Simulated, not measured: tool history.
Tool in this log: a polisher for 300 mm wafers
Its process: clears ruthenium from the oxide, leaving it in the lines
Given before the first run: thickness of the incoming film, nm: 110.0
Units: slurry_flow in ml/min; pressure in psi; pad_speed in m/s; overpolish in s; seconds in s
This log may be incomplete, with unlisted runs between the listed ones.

| run | hour | slurry_flow | pressure | pad_speed | overpolish | seconds |
|---|---|---|---|---|---|---|
| 1 | 0 | 320 | 1.7 | 1.02 | 26 | 102.77 |
| 2 | 3.9 | 320 | 1.5 | 1.02 | 26 | 115.43 |
| 3 | 6.9 | 320 | 1.3 | 0.96 | 26 | 142.78 |
| 4 | 12.3 | 320 | 1.2 | 0.94 | 26 | 155.31 |
| 5 | 14.2 | 380 | 1.2 | 0.94 | 26 | 153.5 |
| 6 | 20.2 | 380 | 1.1 | 0.92 | 26 | 168.99 |
| 7 | 24.5 | 375 | 0.8 | 0.82 | 26 | 262.53 |
| 8 | 28 | 380 | 0.8 | 0.82 | 26 | 255.72 |
| 9 | 33.4 | 405 | 1 | 0.82 | 26 | 211.45 |

Run 10 has not been measured yet. What should we expect?
| 10 | 36.4 | 400 | 1 | 0.82 | 26 | ? |

{"run 10": {"seconds": 209.58}}
